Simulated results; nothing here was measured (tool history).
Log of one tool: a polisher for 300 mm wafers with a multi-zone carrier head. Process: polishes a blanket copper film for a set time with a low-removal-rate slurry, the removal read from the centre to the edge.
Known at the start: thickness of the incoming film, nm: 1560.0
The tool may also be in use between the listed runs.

| run | hour | flow of slurry (ml/min) | pressure of the head's centre zone | pressure of the head's middle zone | pressure of the head's edge zone | abrasive content of the slurry | polishing time (s) | film removed at the wafer's centre (nm) | film removed at mid-radius (nm) | film removed at the wafer's edge (nm) |
|---|---|---|---|---|---|---|---|---|---|---|
| 1 | 0 | 250 | 1 | 1 | 1 | 1 | 89 | 355.69 | 346.09 | 348.76 |
| 2 | 8.2 | 245 | 1.02 | 0.96 | 0.99 | 0.9 | 86 | 338.02 | 321.85 | 324.39 |
| 3 | 11.6 | 245 | 1.06 | 0.92 | 1.03 | 0.8 | 82 | 328.14 | 295.3 | 312.18 |
| 4 | 15.7 | 245 | 1.06 | 0.92 | 1.03 | 0.65 | 82 | 320.1 | 283.15 | 307.55 |
| 5 | 17.7 | 240 | 1.08 | 0.89 | 1.02 | 0.6 | 80 | 316.9 | 263.19 | 289.46 |
| 6 | 25.2 | 270 | 1.08 | 0.89 | 1.02 | 0.6 | 80 | 318.89 | 269.26 | 292.45 |
| 7 | 31.6 | 270 | 1.08 | 0.89 | 1.02 | 0.6 | 80 | 324.52 | 268.45 | 293.99 |

Forecast run 8:
| 8 | 39.8 | 255 | 1.08 | 0.87 | 1.01 | 0.6 | 80 | ? | ? | ? |

{"run 8": {"film removed at the wafer's centre (nm)": 316.29, "film removed at mid-radius (nm)": 253.36, "film removed at the wafer's edge (nm)": 294.63}}
